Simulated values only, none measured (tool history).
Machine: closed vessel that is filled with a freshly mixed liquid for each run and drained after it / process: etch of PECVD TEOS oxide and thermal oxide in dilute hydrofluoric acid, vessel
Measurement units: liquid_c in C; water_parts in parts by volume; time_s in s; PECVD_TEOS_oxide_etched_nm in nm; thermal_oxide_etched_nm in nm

| run | hour | liquid_c | water_parts | time_s | PECVD_TEOS_oxide_etched_nm | thermal_oxide_etched_nm |
|---|---|---|---|---|---|---|
| 1 | 0 | 22 | 100 | 160 | 35.571 | 5.7365 |
| 2 | 7.1 | 21 | 105 | 160 | 32.301 | 5.2131 |
| 3 | 10.6 | 20.5 | 110 | 160 | 30.428 | 4.848 |
| 4 | 16.4 | 20 | 115 | 160 | 28.289 | 4.5101 |
| 5 | 23.3 | 19.5 | 120 | 160 | 26.354 | 4.1955 |
| 6 | 28.4 | 19.5 | 85 | 160 | 38.641 | 6.1853 |
| 7 | 32.8 | 19 | 95 | 160 | 33.268 | 5.3454 |

Run 8 is up next; what results do you expect?
| 8 | 37.5 | 17 | 135 | 160 | ? | ? |

{"run 8": {"PECVD_TEOS_oxide_etched_nm": 20.905, "thermal_oxide_etched_nm": 3.3198}}
